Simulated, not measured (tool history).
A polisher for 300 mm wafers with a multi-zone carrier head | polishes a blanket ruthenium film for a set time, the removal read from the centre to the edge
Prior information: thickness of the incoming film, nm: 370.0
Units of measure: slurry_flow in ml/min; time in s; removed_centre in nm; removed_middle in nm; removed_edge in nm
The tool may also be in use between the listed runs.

| run | hour | slurry_flow | centre_zone | middle_zone | edge_zone | time | removed_centre | removed_middle | removed_edge |
|---|---|---|---|---|---|---|---|---|---|
| 1 | 0.0 | 240 | 1.00 | 1.00 | 1.00 | 66 | 89.886 | 92.470 | 95.170 |
| 2 | 1.6 | 230 | 0.98 | 0.96 | 0.96 | 59 | 80.968 | 80.561 | 82.833 |
| 3 | 7.4 | 230 | 0.98 | 0.96 | 0.92 | 59 | 78.606 | 80.992 | 79.963 |
| 4 | 11.8 | 230 | 0.98 | 0.96 | 0.92 | 73 | 101.100 | 99.596 | 99.200 |
| 5 | 18.6 | 230 | 0.98 | 0.96 | 0.84 | 73 | 99.791 | 99.258 | 95.487 |
| 6 | 23.1 | 230 | 0.90 | 0.96 | 0.84 | 73 | 91.837 | 98.492 | 94.758 |
| 7 | 26.8 | 220 | 0.89 | 0.91 | 0.84 | 66 | 82.543 | 85.252 | 86.191 |
| 8 | 30.9 | 215 | 0.89 | 0.89 | 0.83 | 60 | 75.106 | 75.590 | 77.105 |
| 9 | 36.3 | 205 | 0.88 | 0.87 | 0.83 | 57 | 69.791 | 69.928 | 72.251 |

Run 10 comes next. What will it give?
| 10 | 43.0 | 205 | 0.88 | 0.87 | 0.83 | 57 | ? | ? | ? |

Run 10 measured removed_centre 69.414 nm, removed_middle 69.675 nm, removed_edge 74.180 nm.
